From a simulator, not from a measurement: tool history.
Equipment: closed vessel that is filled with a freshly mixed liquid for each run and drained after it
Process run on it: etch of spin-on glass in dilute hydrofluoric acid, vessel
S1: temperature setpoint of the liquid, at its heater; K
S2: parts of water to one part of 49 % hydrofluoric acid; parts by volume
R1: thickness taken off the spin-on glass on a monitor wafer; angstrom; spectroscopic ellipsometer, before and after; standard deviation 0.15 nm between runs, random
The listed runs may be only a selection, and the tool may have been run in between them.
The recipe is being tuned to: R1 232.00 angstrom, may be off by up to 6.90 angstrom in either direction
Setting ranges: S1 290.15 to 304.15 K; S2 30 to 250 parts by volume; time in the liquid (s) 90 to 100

run 1 day=0.000 | S1=296.15 S2=140 time_in_the_liquid_(s)=90 | R1=284.53
run 2 day=0.162 | S1=296.15 S2=140 time_in_the_liquid_(s)=90 | R1=282.75
run 3 day=0.354 | S1=298.65 S2=140 time_in_the_liquid_(s)=90 | R1=314.31
run 4 day=0.717 | S1=296.65 S2=140 time_in_the_liquid_(s)=90 | R1=291.87
run 5 day=0.850 | S1=296.65 S2=140 time_in_the_liquid_(s)=90 | R1=290.36
run 6 day=1.042 | S1=296.65 S2=110 time_in_the_liquid_(s)=90 | R1=379.84
run 7 day=1.225 | S1=296.65 S2=110 time_in_the_liquid_(s)=90 | R1=377.87
run 8 day=1.538 | S1=295.65 S2=115 time_in_the_liquid_(s)=90 | R1=347.43
run 9 day=1.762 | S1=294.65 S2=120 time_in_the_liquid_(s)=90 | R1=320.40
run 10 day=2.108 | S1=293.65 S2=125 time_in_the_liquid_(s)=90 | R1=290.61

Which single option among these 5 for the next run brings every result within its allowed miss of target? Just one does.
run A day=2.454 | S1=295.65 S2=165 time_in_the_liquid_(s)=90 | R1=?
run B day=2.454 | S1=294.65 S2=150 time_in_the_liquid_(s)=90 | R1=?
run C day=2.454 | S1=290.65 S2=145 time_in_the_liquid_(s)=100 | R1=?
run D day=2.454 | S1=290.15 S2=125 time_in_the_liquid_(s)=90 | R1=?
run E day=2.454 | S1=290.15 S2=135 time_in_the_liquid_(s)=95 | R1=?

move=A R1=230.85
move=B R1=248.26
move=C R1=244.37
move=D R1=254.94
move=E R1=246.70
A: every result lands within tolerance
B: closer than the last run, but not yet in spec
C: closer than the last run, but not yet in spec
D: closer than the last run, but not yet in spec
E: closer than the last run, but not yet in spec
Go with A: it meets all targets.

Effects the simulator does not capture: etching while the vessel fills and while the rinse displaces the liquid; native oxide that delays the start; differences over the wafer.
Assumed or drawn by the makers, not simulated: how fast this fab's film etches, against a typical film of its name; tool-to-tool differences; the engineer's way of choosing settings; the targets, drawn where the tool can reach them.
